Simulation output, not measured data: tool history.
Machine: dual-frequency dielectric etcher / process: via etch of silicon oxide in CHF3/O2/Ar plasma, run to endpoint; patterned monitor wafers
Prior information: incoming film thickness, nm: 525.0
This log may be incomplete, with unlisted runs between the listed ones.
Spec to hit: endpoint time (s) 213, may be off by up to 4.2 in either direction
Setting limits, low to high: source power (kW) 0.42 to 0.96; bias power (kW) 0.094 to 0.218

{"run": 1, "hour": 0.0, "source power (kW)": 0.69, "bias power (kW)": 0.156, "endpoint time (s)": 239.25}
{"run": 2, "hour": 1.9, "source power (kW)": 0.77, "bias power (kW)": 0.156, "endpoint time (s)": 229.91}
{"run": 3, "hour": 6.3, "source power (kW)": 0.8, "bias power (kW)": 0.158, "endpoint time (s)": 224.89}
{"run": 4, "hour": 13.7, "source power (kW)": 0.88, "bias power (kW)": 0.158, "endpoint time (s)": 217.46}
{"run": 5, "hour": 19.6, "source power (kW)": 0.76, "bias power (kW)": 0.158, "endpoint time (s)": 230.46}
{"run": 6, "hour": 22.8, "source power (kW)": 0.79, "bias power (kW)": 0.16, "endpoint time (s)": 224.99}
{"run": 7, "hour": 26.0, "source power (kW)": 0.81, "bias power (kW)": 0.161, "endpoint time (s)": 220.42}
{"run": 8, "hour": 32.4, "source power (kW)": 0.82, "bias power (kW)": 0.161, "endpoint time (s)": 225.41}

Which of these 5 next moves meets every target?
{"run": "A", "hour": 38.8, "source power (kW)": 0.93, "bias power (kW)": 0.164, "endpoint time (s)": "?"}
{"run": "B", "hour": 38.8, "source power (kW)": 0.71, "bias power (kW)": 0.146, "endpoint time (s)": "?"}
{"run": "C", "hour": 38.8, "source power (kW)": 0.75, "bias power (kW)": 0.141, "endpoint time (s)": "?"}
{"run": "D", "hour": 38.8, "source power (kW)": 0.8, "bias power (kW)": 0.163, "endpoint time (s)": "?"}
{"run": "E", "hour": 38.8, "source power (kW)": 0.73, "bias power (kW)": 0.14, "endpoint time (s)": "?"}

move=A endpoint_time_(s)=212.42
move=B endpoint_time_(s)=243.69
move=C endpoint_time_(s)=242.34
move=D endpoint_time_(s)=224.33
move=E endpoint_time_(s)=245.27
A: each result inside its tolerance
B: misses by more than the last run did
C: misses by more than the last run did
D: an improvement on the last run, though not all results are within tolerance
E: misses by more than the last run did
Move A is the one to make.

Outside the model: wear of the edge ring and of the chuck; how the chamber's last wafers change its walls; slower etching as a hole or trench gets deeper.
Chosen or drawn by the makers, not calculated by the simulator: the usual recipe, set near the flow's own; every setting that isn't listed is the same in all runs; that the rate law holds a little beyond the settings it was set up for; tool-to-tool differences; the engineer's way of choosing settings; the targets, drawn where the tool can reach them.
